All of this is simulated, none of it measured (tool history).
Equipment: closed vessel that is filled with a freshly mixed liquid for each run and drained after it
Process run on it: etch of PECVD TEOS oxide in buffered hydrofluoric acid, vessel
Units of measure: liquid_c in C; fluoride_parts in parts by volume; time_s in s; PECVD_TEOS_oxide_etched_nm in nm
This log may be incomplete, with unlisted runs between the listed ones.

run  hour  liquid_c  fluoride_parts  time_s  PECVD_TEOS_oxide_etched_nm
  1     0        25              24      85                      51.362
  2   2.4      26.5              24      85                      56.125
  3   9.5      26.5              27      85                      51.992
  4  15.7      26.5              27      90                      53.924
  5  20.3      29.5              27      90                      63.848
  6  21.5        27            27.5      90                       55.35
  7  22.5        25              28      90                      48.944
  8  30.7      23.5              28      90                      45.715
  9  32.5        22              28      90                        41.4
 10  36.9        21              28      90                      39.355
 11  40.6      20.5              28      90                      38.638

Run 12, settings as shown, results not yet in. Your forecast:
 12  47.8        20              28      90                           ?

{"run 12": {"PECVD_TEOS_oxide_etched_nm": 37.007}}

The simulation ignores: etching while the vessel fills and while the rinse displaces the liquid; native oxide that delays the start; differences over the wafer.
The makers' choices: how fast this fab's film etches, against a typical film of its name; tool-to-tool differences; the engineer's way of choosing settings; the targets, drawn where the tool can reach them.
